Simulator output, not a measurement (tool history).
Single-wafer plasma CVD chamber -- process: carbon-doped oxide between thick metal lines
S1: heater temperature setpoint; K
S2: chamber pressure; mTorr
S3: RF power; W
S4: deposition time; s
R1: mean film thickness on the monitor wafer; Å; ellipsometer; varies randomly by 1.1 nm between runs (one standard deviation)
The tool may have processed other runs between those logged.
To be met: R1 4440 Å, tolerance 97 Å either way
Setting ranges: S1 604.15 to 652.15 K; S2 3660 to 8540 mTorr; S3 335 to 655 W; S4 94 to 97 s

run,day,S1,S2,S3,S4,R1
1,0,628.15,6100,495,94,4831.7
2,0.042,630.15,5850,480,94,4722
3,0.175,631.15,5740,465,94,4607
4,0.329,632.15,5630,460,94,4533.8
5,0.654,632.15,5630,460,94,4557.9
6,1.021,632.15,5630,460,97,4668.8
7,1.333,634.15,5440,455,97,4607.5
8,1.358,635.15,5300,450,97,4552.6

Which one of the following 5 next-run settings gets every result inside its allowed miss? There is exactly one.
A,1.383,634.15,6080,450,94,?
B,1.383,638.15,5860,475,97,?
C,1.383,645.15,6280,475,97,?
D,1.383,636.15,5080,495,97,?
E,1.383,627.15,5690,450,96,?

move,R1
A,4489.7
B,4769.4
C,4733.1
D,4866.7
E,4627.6
A: every result lands within tolerance
B: the biggest miss grows against the last run
C: the biggest miss grows against the last run
D: the biggest miss grows against the last run
E: the biggest miss grows against the last run
Go with A: it meets all targets.
